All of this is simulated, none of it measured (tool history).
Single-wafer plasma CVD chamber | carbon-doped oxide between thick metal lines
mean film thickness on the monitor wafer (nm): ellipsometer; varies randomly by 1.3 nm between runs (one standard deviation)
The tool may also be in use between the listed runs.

run	hour	heater temperature setpoint (°C)	chamber pressure (mTorr)	RF power (kW)	deposition time (s)	mean film thickness on the monitor wafer (nm)
1	0	370	4150	0.615	81.3	367.79
2	1.8	370	4150	0.65	81.3	387.54
3	5.8	372	3790	0.59	80.9	348.03
4	8.8	374	3400	0.565	80.7	334.41
5	16.9	383	3400	0.565	80.7	327.91
6	20.8	383	3400	0.565	77.5	313.3
7	26.8	385	3200	0.55	77.5	303.49

Forecast run 8:
8	30.5	386	3030	0.545	77.5	?

{"run 8": {"mean film thickness on the monitor wafer (nm)": 300.94}}

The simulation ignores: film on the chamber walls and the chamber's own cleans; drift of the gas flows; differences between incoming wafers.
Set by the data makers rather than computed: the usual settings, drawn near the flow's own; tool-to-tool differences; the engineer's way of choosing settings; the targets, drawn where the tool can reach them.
